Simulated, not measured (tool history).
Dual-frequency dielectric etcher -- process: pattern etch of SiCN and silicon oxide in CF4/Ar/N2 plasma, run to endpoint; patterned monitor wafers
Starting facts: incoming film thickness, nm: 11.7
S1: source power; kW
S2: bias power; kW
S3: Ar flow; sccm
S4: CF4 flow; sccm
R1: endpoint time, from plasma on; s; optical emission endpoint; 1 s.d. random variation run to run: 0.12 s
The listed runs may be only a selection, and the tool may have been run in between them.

Run 1, day 0: S1 0.42 kW, S2 0.052 kW, S3 71 sccm, S4 76 sccm. Result: R1 16.924 s.
Run 2, day 0.271: S1 0.43 kW, S2 0.052 kW, S3 71 sccm, S4 76 sccm. Result: R1 16.56 s.
Run 3, day 0.496: S1 0.44 kW, S2 0.052 kW, S3 71 sccm, S4 76 sccm. Result: R1 16.649 s.
Run 4, day 0.854: S1 0.44 kW, S2 0.052 kW, S3 71 sccm, S4 65 sccm. Result: R1 16.85 s.
Run 5, day 1.146: S1 0.44 kW, S2 0.052 kW, S3 71 sccm, S4 75 sccm. Result: R1 16.248 s.
Run 6, day 1.421: S1 0.44 kW, S2 0.052 kW, S3 71 sccm, S4 62 sccm. Result: R1 16.923 s.
Run 7, day 1.725: S1 0.45 kW, S2 0.052 kW, S3 71 sccm, S4 62 sccm. Result: R1 16.931 s.
Run 8, day 1.875: S1 0.46 kW, S2 0.052 kW, S3 71 sccm, S4 62 sccm. Result: R1 16.449 s.
Run 9, day 2.117: S1 0.46 kW, S2 0.052 kW, S3 71 sccm, S4 62 sccm. Result: R1 16.559 s.
Run 10, day 2.242: S1 0.47 kW, S2 0.052 kW, S3 71 sccm, S4 62 sccm. Result: R1 16.192 s.

Predict the results of run 11:
Run 11, day 2.6: S1 0.48 kW, S2 0.052 kW, S3 71 sccm, S4 62 sccm. Result: R1 ?.

{"run 11": {"R1": 16.161}}

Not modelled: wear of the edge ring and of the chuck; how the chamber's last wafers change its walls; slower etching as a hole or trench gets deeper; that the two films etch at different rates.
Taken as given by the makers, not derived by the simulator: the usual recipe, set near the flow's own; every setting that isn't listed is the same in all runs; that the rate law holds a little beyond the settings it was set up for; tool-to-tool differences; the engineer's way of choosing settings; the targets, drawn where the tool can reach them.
